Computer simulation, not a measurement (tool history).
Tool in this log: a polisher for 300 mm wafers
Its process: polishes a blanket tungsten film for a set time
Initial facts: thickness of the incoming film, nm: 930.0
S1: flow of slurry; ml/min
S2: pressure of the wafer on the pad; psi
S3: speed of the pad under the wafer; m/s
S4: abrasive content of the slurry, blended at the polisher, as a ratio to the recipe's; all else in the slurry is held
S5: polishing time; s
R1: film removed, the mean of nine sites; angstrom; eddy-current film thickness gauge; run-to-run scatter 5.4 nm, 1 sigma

Run 1, hour 0.0: S1 140 ml/min, S2 2.4 psi, S3 1.00 m/s, S4 1.0, S5 115 s. Result: R1 3785.3 angstrom.
Run 2, hour 2.0: S1 150 ml/min, S2 2.7 psi, S3 1.00 m/s, S4 1.0, S5 115 s. Result: R1 4220.0 angstrom.
Run 3, hour 6.3: S1 150 ml/min, S2 2.7 psi, S3 0.84 m/s, S4 1.0, S5 115 s. Result: R1 3628.7 angstrom.
Run 4, hour 8.0: S1 155 ml/min, S2 3.0 psi, S3 0.88 m/s, S4 1.0, S5 115 s. Result: R1 4167.4 angstrom.
Run 5, hour 15.5: S1 190 ml/min, S2 3.0 psi, S3 0.88 m/s, S4 1.0, S5 115 s. Result: R1 4327.8 angstrom.
Run 6, hour 19.5: S1 190 ml/min, S2 3.0 psi, S3 1.10 m/s, S4 1.0, S5 115 s. Result: R1 5350.8 angstrom.
Run 7, hour 24.7: S1 190 ml/min, S2 3.1 psi, S3 1.10 m/s, S4 1.0, S5 115 s. Result: R1 5598.7 angstrom.

Predict the results of run 8:
Run 8, hour 27.6: S1 190 ml/min, S2 3.2 psi, S3 1.10 m/s, S4 1.0, S5 115 s. Result: R1 ?.

Run 8 came out at R1 5751.5 angstrom.

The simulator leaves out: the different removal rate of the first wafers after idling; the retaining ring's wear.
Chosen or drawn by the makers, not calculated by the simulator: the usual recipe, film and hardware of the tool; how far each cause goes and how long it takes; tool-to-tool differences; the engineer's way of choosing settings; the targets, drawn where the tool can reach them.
